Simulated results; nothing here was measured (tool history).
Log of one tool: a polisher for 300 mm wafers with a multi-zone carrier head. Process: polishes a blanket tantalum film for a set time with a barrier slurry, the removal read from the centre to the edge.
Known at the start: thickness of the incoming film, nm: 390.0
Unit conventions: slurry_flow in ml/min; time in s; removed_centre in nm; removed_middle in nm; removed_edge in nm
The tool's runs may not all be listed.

run 1 hour=0 | slurry_flow=175 centre_zone=1 middle_zone=1 edge_zone=1 slurry_solids=1 time=46 | removed_centre=42.838 removed_middle=43.127 removed_edge=44.146
run 2 hour=1.1 | slurry_flow=175 centre_zone=1.09 middle_zone=1 edge_zone=1 slurry_solids=1 time=46 | removed_centre=46.222 removed_middle=42.285 removed_edge=42.979
run 3 hour=9.9 | slurry_flow=175 centre_zone=1.09 middle_zone=1 edge_zone=1 slurry_solids=1 time=51 | removed_centre=51.557 removed_middle=46.876 removed_edge=48.658
run 4 hour=12.6 | slurry_flow=160 centre_zone=1.03 middle_zone=0.96 edge_zone=1.01 slurry_solids=0.85 time=49 | removed_centre=42.661 removed_middle=40 removed_edge=42.587
run 5 hour=14.2 | slurry_flow=150 centre_zone=0.98 middle_zone=0.93 edge_zone=1.02 slurry_solids=0.8 time=49 | removed_centre=39.492 removed_middle=37.454 removed_edge=42.513
run 6 hour=19.9 | slurry_flow=140 centre_zone=0.94 middle_zone=0.91 edge_zone=1.01 slurry_solids=0.75 time=49 | removed_centre=35.246 removed_middle=35.383 removed_edge=38.988
run 7 hour=27.6 | slurry_flow=135 centre_zone=0.92 middle_zone=0.89 edge_zone=1.02 slurry_solids=0.75 time=49 | removed_centre=34.569 removed_middle=34.739 removed_edge=39.643

For run 8, what comes out?
run 8 hour=34 | slurry_flow=130 centre_zone=0.9 middle_zone=0.87 edge_zone=1.02 slurry_solids=0.75 time=49 | removed_centre=? removed_middle=? removed_edge=?

Run 8 gave removed_centre 33.185 nm, removed_middle 33.049 nm, removed_edge 39.064 nm.

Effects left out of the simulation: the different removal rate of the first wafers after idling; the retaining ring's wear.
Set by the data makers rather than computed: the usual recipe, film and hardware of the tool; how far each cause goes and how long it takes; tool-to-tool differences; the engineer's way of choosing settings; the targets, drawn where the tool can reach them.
